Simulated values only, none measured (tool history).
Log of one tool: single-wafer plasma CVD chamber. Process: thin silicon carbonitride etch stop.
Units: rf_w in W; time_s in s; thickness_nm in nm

Run 1, hour 0.0: rf_w 225 W, time_s 20.6 s. Result: thickness_nm 12.8450 nm.
Run 2, hour 5.9: rf_w 215 W, time_s 20.6 s. Result: thickness_nm 12.6790 nm.
Run 3, hour 7.3: rf_w 190 W, time_s 20.6 s. Result: thickness_nm 12.2990 nm.
Run 4, hour 9.2: rf_w 180 W, time_s 20.6 s. Result: thickness_nm 12.1110 nm.
Run 5, hour 13.8: rf_w 180 W, time_s 22.7 s. Result: thickness_nm 13.3150 nm.
Run 6, hour 14.5: rf_w 175 W, time_s 21.9 s. Result: thickness_nm 12.8060 nm.
Run 7, hour 22.4: rf_w 175 W, time_s 21.2 s. Result: thickness_nm 12.3970 nm.
Run 8, hour 29.5: rf_w 155 W, time_s 17.9 s. Result: thickness_nm 10.2490 nm.
Run 9, hour 32.3: rf_w 155 W, time_s 17.7 s. Result: thickness_nm 10.0130 nm.

Run 10 comes next. What will it give?
Run 10, hour 35.5: rf_w 155 W, time_s 17.5 s. Result: thickness_nm ?.

{"run 10": {"thickness_nm": 9.9968}}
